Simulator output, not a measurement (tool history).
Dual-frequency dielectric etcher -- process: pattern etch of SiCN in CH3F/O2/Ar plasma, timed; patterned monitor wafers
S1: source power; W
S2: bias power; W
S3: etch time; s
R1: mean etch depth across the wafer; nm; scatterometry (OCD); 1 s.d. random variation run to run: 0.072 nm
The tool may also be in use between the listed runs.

run 1 hour=0 | S1=390 S2=92 S3=39 | R1=15.102
run 2 hour=1.5 | S1=390 S2=82 S3=39 | R1=14.301
run 3 hour=2.6 | S1=420 S2=82 S3=39 | R1=14.832
run 4 hour=5.3 | S1=420 S2=75 S3=39 | R1=14.302
run 5 hour=7.2 | S1=420 S2=64 S3=39 | R1=13.478
run 6 hour=15.9 | S1=420 S2=64 S3=35.5 | R1=12.201
run 7 hour=24.4 | S1=440 S2=69 S3=35.5 | R1=12.892
run 8 hour=25.6 | S1=460 S2=75 S3=35.5 | R1=13.565
run 9 hour=34.3 | S1=470 S2=80 S3=35.5 | R1=14.049
run 10 hour=37.6 | S1=470 S2=80 S3=35.5 | R1=14.001
run 11 hour=45.9 | S1=480 S2=85 S3=35.5 | R1=14.494
-- hour=51.9 source power generator calibrated
run 12 hour=51.9 | S1=490 S2=89 S3=35.5 | R1=14.644
run 13 hour=56.1 | S1=500 S2=93 S3=35.5 | R1=15.094

Estimate the outcome of run 14 from the log above:
run 14 hour=64.8 | S1=510 S2=96 S3=35.5 | R1=?

Run 14 came out at R1 15.381 nm.
